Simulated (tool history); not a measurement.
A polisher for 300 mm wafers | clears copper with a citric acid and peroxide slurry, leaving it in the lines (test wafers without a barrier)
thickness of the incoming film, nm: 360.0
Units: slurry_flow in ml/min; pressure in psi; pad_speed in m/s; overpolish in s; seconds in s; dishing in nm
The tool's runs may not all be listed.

Run 1, hour 0: slurry_flow 290 ml/min, pressure 2.2 psi, pad_speed 1.42 m/s, slurry_solids 1, overpolish 26 s. Result: seconds 146.02 s, dishing 48.916 nm.
Run 2, hour 3.3: slurry_flow 290 ml/min, pressure 2.5 psi, pad_speed 1.44 m/s, slurry_solids 1, overpolish 28 s. Result: seconds 129.26 s, dishing 57.038 nm.
Run 3, hour 5.4: slurry_flow 290 ml/min, pressure 2.7 psi, pad_speed 1.46 m/s, slurry_solids 1, overpolish 30 s. Result: seconds 119.09 s, dishing 64.411 nm.
Run 4, hour 8.9: slurry_flow 290 ml/min, pressure 2.3 psi, pad_speed 1.46 m/s, slurry_solids 1, overpolish 30 s. Result: seconds 136.03 s, dishing 57.406 nm.
Run 5, hour 15.9: slurry_flow 290 ml/min, pressure 2.6 psi, pad_speed 1.48 m/s, slurry_solids 1, overpolish 31 s. Result: seconds 118.56 s, dishing 65.069 nm.
Run 6, hour 21.7: slurry_flow 290 ml/min, pressure 2.8 psi, pad_speed 1.5 m/s, slurry_solids 1, overpolish 33 s. Result: seconds 106.49 s, dishing 72.669 nm.
Run 7, hour 23.7: slurry_flow 290 ml/min, pressure 2.9 psi, pad_speed 1.5 m/s, slurry_solids 1, overpolish 35 s. Result: seconds 107.16 s, dishing 78.491 nm.

Run 8 comes next. What will it give?
Run 8, hour 30.4: slurry_flow 290 ml/min, pressure 3 psi, pad_speed 1.52 m/s, slurry_solids 1, overpolish 36 s. Result: seconds ?, dishing ?.

{"run 8": {"seconds": 100.71, "dishing": 86.079}}
